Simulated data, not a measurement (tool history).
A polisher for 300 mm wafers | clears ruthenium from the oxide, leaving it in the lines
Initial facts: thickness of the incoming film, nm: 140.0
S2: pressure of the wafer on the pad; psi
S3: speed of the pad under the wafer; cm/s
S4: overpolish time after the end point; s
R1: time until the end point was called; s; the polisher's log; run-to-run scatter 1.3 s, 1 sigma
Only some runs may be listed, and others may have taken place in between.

{"run": 1, "hour": 0.0, "flow of slurry (ml/min)": 300, "S2": 2.4, "S3": 84, "S4": 7, "R1": 155.72}
{"run": 2, "hour": 6.2, "flow of slurry (ml/min)": 365, "S2": 2.4, "S3": 84, "S4": 7, "R1": 158.17}
{"run": 3, "hour": 7.5, "flow of slurry (ml/min)": 365, "S2": 2.9, "S3": 84, "S4": 7, "R1": 130.12}
{"run": 4, "hour": 14.2, "flow of slurry (ml/min)": 365, "S2": 2.9, "S3": 66, "S4": 7, "R1": 152.03}
{"run": 5, "hour": 16.6, "flow of slurry (ml/min)": 365, "S2": 3.1, "S3": 66, "S4": 7, "R1": 143.33}
{"run": 6, "hour": 19.6, "flow of slurry (ml/min)": 365, "S2": 3.1, "S3": 66, "S4": 7, "R1": 145.7}
{"run": 7, "hour": 27.0, "flow of slurry (ml/min)": 365, "S2": 3.2, "S3": 66, "S4": 7, "R1": 141.02}
{"run": 8, "hour": 32.1, "flow of slurry (ml/min)": 365, "S2": 3.3, "S3": 66, "S4": 7, "R1": 138.67}

For run 9, what comes out?
{"run": 9, "hour": 39.0, "flow of slurry (ml/min)": 365, "S2": 3.4, "S3": 66, "S4": 7, "R1": "?"}

{"run 9": {"R1": 133.99}}
